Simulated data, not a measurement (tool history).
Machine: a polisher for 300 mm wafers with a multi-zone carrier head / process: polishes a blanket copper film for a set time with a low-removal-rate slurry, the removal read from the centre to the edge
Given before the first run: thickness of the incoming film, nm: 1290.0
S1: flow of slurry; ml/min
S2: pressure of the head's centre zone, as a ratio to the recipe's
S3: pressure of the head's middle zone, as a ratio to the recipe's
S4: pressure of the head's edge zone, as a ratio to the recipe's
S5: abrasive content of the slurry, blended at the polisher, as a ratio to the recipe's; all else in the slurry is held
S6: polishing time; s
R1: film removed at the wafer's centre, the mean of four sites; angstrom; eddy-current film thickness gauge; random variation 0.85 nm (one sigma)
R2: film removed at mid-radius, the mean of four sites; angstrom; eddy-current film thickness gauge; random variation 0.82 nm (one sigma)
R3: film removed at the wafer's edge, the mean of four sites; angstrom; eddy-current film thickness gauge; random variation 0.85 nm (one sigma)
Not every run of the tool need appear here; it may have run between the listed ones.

run 1 day=0.000 | S1=140 S2=1.00 S3=1.00 S4=1.00 S5=1.00 S6=70 | R1=1319.30 R2=1295.80 R3=1310.40
run 2 day=0.367 | S1=135 S2=0.97 S3=1.00 S4=0.97 S5=0.90 S6=69 | R1=1227.50 R2=1245.20 R3=1237.30
run 3 day=0.462 | S1=135 S2=0.97 S3=1.00 S4=0.97 S5=0.80 S6=69 | R1=1169.90 R2=1195.90 R3=1179.10
run 4 day=0.804 | S1=135 S2=0.97 S3=1.00 S4=0.97 S5=0.95 S6=69 | R1=1243.30 R2=1248.20 R3=1249.60
run 5 day=0.871 | S1=130 S2=0.95 S3=1.00 S4=0.95 S5=0.85 S6=69 | R1=1141.20 R2=1202.00 R3=1181.10
run 6 day=1.054 | S1=125 S2=0.94 S3=0.99 S4=0.92 S5=0.80 S6=69 | R1=1131.30 R2=1172.70 R3=1158.20
run 7 day=1.146 | S1=105 S2=0.85 S3=1.02 S4=0.84 S5=0.55 S6=64 | R1=825.29 R2=982.74 R3=928.94
run 8 day=1.275 | S1=115 S2=0.86 S3=1.01 S4=0.85 S5=0.55 S6=64 | R1=863.34 R2=998.38 R3=936.04
run 9 day=1.483 | S1=120 S2=0.86 S3=1.01 S4=0.86 S5=0.55 S6=64 | R1=885.82 R2=1017.70 R3=968.89
run 10 day=1.612 | S1=125 S2=0.86 S3=1.01 S4=0.86 S5=0.55 S6=64 | R1=877.93 R2=1036.80 R3=953.48

Run 11, settings as shown, results not yet in. Your forecast:
run 11 day=1.958 | S1=125 S2=0.87 S3=1.00 S4=0.87 S5=0.55 S6=64 | R1=? R2=? R3=?

{"run 11": {"R1": 901.66, "R2": 1022.7, "R3": 969.1}}
